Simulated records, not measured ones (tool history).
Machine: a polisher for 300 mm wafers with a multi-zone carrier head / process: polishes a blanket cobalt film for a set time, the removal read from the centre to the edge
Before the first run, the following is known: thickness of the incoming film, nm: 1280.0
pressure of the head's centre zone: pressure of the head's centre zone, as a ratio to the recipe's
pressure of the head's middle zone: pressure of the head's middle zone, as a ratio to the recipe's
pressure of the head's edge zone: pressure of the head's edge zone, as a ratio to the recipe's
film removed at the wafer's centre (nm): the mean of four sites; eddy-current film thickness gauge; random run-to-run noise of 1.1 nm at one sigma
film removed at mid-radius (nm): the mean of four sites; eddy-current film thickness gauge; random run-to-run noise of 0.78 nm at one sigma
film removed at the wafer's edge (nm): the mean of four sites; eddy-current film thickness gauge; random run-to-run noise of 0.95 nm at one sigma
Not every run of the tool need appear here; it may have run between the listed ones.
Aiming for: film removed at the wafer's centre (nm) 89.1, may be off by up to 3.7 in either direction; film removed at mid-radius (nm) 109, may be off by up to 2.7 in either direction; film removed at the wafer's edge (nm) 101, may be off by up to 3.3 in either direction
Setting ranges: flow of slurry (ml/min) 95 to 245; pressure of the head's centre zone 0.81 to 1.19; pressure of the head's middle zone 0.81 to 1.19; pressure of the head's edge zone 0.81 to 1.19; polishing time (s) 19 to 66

run	hour	flow of slurry (ml/min)	pressure of the head's centre zone	pressure of the head's middle zone	pressure of the head's edge zone	polishing time (s)	film removed at the wafer's centre (nm)	film removed at mid-radius (nm)	film removed at the wafer's edge (nm)
1	0	155	1	1	1	42	151.18	155.92	157.32
2	0.5	155	1.04	1	1	42	156.02	157.15	156.93
3	7.7	130	1.04	1	1	42	147.83	146.65	148.89
4	14.2	130	1.02	1.01	0.99	41	141.1	145.87	144.03
5	19.2	125	1	1.01	0.98	40	133.06	139.76	137.98
6	26.8	160	1	1.01	0.98	40	145.5	150.15	149.75
7	31.2	160	1	1.01	0.98	40	145.02	152.68	149.83
# hour 38: slurry nozzle cleaned
8	38	155	0.98	1.01	0.97	39	147.7	158.94	150.92
9	40.4	150	0.98	1.03	0.99	38	146.05	155.22	145.36
10	42.4	145	0.96	1.02	0.97	37	138.69	149.74	141.78
11	49.5	140	0.94	1.01	0.96	35	125.31	139.83	133.77
12	57.3	130	0.87	0.98	0.86	24	80.162	91.727	86.434
13	63.4	135	0.86	0.98	0.87	24	81.655	93.383	86.192
14	64.1	140	0.85	0.98	0.89	24	81.513	93.515	87.981

Of the 5 settings listed for the next run, only one would bring every result within its allowed miss of target. Which one?
A	64.8	130	0.97	1.15	0.81	23	?	?	?
B	64.8	155	0.82	1.01	0.85	28	?	?	?
C	64.8	95	0.81	1.11	1.01	25	?	?	?
D	64.8	140	0.82	1.01	0.89	27	?	?	?
E	64.8	150	0.87	0.88	0.9	24	?	?	?

move	film removed at the wafer's centre (nm)	film removed at mid-radius (nm)	film removed at the wafer's edge (nm)
A	85.662	100.36	80.473
B	94.408	113.7	102.99
C	72.084	96.706	90.877
D	88.878	107.33	99.821
E	84.326	86.256	90.27
A: further off than the last run
B: pushes the last run's worst result past its target
C: nearer than the last run, and not there yet
D: each result inside its tolerance
E: further off than the last run
Go with D: it meets all targets.
